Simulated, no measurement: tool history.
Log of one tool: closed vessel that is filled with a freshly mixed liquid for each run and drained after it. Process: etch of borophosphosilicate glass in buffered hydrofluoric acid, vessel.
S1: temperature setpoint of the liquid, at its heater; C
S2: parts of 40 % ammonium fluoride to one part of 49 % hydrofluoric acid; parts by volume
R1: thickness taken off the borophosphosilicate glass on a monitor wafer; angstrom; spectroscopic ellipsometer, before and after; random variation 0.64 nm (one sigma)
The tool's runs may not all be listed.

{"run": 1, "hour": 0.0, "S1": 24, "S2": 17.5, "time in the liquid (s)": 100, "R1": 792.55}
{"run": 2, "hour": 4.4, "S1": 25.5, "S2": 17.5, "time in the liquid (s)": 100, "R1": 870.72}
{"run": 3, "hour": 6.9, "S1": 25.5, "S2": 20, "time in the liquid (s)": 100, "R1": 765.6}
{"run": 4, "hour": 11.2, "S1": 27, "S2": 20, "time in the liquid (s)": 100, "R1": 823.41}
{"run": 5, "hour": 16.2, "S1": 27, "S2": 20, "time in the liquid (s)": 100, "R1": 820.91}
{"run": 6, "hour": 25.3, "S1": 28, "S2": 20, "time in the liquid (s)": 100, "R1": 869.8}
{"run": 7, "hour": 30.1, "S1": 29, "S2": 20, "time in the liquid (s)": 100, "R1": 921.48}

The next listed run, before its measurement:
{"hour": 33.9, "done": "hydrofluoric acid flow meter replaced"}
{"run": 8, "hour": 33.9, "S1": 29.5, "S2": 20, "time in the liquid (s)": 100, "R1": "?"}

{"run 8": {"R1": 883.43}}
